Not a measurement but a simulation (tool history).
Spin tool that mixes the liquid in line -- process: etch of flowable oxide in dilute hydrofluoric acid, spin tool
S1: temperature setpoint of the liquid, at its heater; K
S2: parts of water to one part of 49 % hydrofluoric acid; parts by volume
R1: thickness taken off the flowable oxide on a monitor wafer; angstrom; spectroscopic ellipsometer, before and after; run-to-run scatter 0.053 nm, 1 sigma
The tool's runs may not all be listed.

{"run": 1, "hour": 0.0, "S1": 297.15, "S2": 190, "time under the liquid (s)": 100, "R1": 146.01}
{"run": 2, "hour": 5.4, "S1": 297.15, "S2": 220, "time under the liquid (s)": 100, "R1": 122.7}
{"run": 3, "hour": 8.8, "S1": 299.15, "S2": 220, "time under the liquid (s)": 100, "R1": 131.89}
{"run": 4, "hour": 15.3, "S1": 298.15, "S2": 225, "time under the liquid (s)": 100, "R1": 124.67}
{"run": 5, "hour": 19.6, "S1": 298.15, "S2": 225, "time under the liquid (s)": 110, "R1": 134.96}
{"run": 6, "hour": 23.1, "S1": 297.15, "S2": 230, "time under the liquid (s)": 110, "R1": 127.56}
{"run": 7, "hour": 30.4, "S1": 296.15, "S2": 235, "time under the liquid (s)": 110, "R1": 120.07}

Run 8 comes next. What will it give?
{"run": 8, "hour": 39.1, "S1": 292.15, "S2": 275, "time under the liquid (s)": 110, "R1": "?"}

{"run 8": {"R1": 85.414}}

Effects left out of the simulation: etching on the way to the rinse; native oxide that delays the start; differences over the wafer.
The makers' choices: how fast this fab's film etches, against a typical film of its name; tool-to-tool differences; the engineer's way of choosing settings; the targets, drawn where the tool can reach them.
